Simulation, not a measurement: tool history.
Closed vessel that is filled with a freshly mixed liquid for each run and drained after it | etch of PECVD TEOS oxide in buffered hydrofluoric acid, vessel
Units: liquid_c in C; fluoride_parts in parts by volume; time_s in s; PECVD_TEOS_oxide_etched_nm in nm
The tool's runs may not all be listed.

{"run": 1, "hour": 0.0, "liquid_c": 21.0, "fluoride_parts": 20.0, "time_s": 140, "PECVD_TEOS_oxide_etched_nm": 106.04}
{"run": 2, "hour": 8.8, "liquid_c": 20.5, "fluoride_parts": 20.5, "time_s": 140, "PECVD_TEOS_oxide_etched_nm": 100.97}
{"run": 3, "hour": 18.1, "liquid_c": 20.5, "fluoride_parts": 25.5, "time_s": 140, "PECVD_TEOS_oxide_etched_nm": 86.326}
{"run": 4, "hour": 21.8, "liquid_c": 20.5, "fluoride_parts": 25.5, "time_s": 150, "PECVD_TEOS_oxide_etched_nm": 92.753}
{"run": 5, "hour": 25.5, "liquid_c": 20.0, "fluoride_parts": 26.0, "time_s": 150, "PECVD_TEOS_oxide_etched_nm": 89.398}
{"run": 6, "hour": 32.8, "liquid_c": 20.0, "fluoride_parts": 26.0, "time_s": 140, "PECVD_TEOS_oxide_etched_nm": 81.329}
{"run": 7, "hour": 40.3, "liquid_c": 19.5, "fluoride_parts": 26.0, "time_s": 140, "PECVD_TEOS_oxide_etched_nm": 79.327}

Forecast run 8:
{"run": 8, "hour": 43.1, "liquid_c": 19.5, "fluoride_parts": 26.0, "time_s": 140, "PECVD_TEOS_oxide_etched_nm": "?"}

PECVD_TEOS_oxide_etched_nm: 80.011 nm
